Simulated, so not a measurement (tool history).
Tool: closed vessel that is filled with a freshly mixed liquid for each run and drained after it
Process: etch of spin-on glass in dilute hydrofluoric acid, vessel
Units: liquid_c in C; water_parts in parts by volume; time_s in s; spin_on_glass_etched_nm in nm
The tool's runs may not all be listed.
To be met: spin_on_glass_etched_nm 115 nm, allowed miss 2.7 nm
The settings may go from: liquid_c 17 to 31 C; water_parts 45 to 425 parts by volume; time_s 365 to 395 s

Run 1, day 0: liquid_c 23 C, water_parts 235 parts by volume, time_s 365 s. Result: spin_on_glass_etched_nm 42.297 nm.
Run 2, day 0.321: liquid_c 23 C, water_parts 315 parts by volume, time_s 365 s. Result: spin_on_glass_etched_nm 29.047 nm.
Run 3, day 0.654: liquid_c 25 C, water_parts 260 parts by volume, time_s 365 s. Result: spin_on_glass_etched_nm 40.075 nm.
Run 4, day 0.825: liquid_c 26.5 C, water_parts 215 parts by volume, time_s 365 s. Result: spin_on_glass_etched_nm 53.466 nm.
Run 5, day 0.879: liquid_c 27.5 C, water_parts 185 parts by volume, time_s 365 s. Result: spin_on_glass_etched_nm 66.342 nm.
Run 6, day 1.196: liquid_c 25.5 C, water_parts 185 parts by volume, time_s 365 s. Result: spin_on_glass_etched_nm 61.766 nm.
At day 1.412: hydrofluoric acid flow meter replaced.
Run 7, day 1.412: liquid_c 26.5 C, water_parts 165 parts by volume, time_s 365 s. Result: spin_on_glass_etched_nm 66.586 nm.
Run 8, day 1.504: liquid_c 27.5 C, water_parts 145 parts by volume, time_s 365 s. Result: spin_on_glass_etched_nm 80.648 nm.
Run 9, day 1.688: liquid_c 31 C, water_parts 110 parts by volume, time_s 365 s. Result: spin_on_glass_etched_nm 127.26 nm.

5 next moves are on the table. One of them brings every result within its allowed miss. Which?
Run A, day 1.871: liquid_c 31 C, water_parts 135 parts by volume, time_s 395 s. Result: spin_on_glass_etched_nm ?.
Run B, day 1.871: liquid_c 30.5 C, water_parts 125 parts by volume, time_s 365 s. Result: spin_on_glass_etched_nm ?.
Run C, day 1.871: liquid_c 30 C, water_parts 125 parts by volume, time_s 395 s. Result: spin_on_glass_etched_nm ?.
Run D, day 1.871: liquid_c 31 C, water_parts 100 parts by volume, time_s 385 s. Result: spin_on_glass_etched_nm ?.
Run E, day 1.871: liquid_c 30.5 C, water_parts 120 parts by volume, time_s 395 s. Result: spin_on_glass_etched_nm ?.

move  spin_on_glass_etched_nm
   A                   106.86
   B                   106.17
   C                   112.82
   D                    147.7
   E                   120.52
A: takes the result that was furthest off past its target
B: takes the result that was furthest off past its target
C: meets every target
D: further off than the last run
E: nearer than the last run, and not there yet
Answer: C
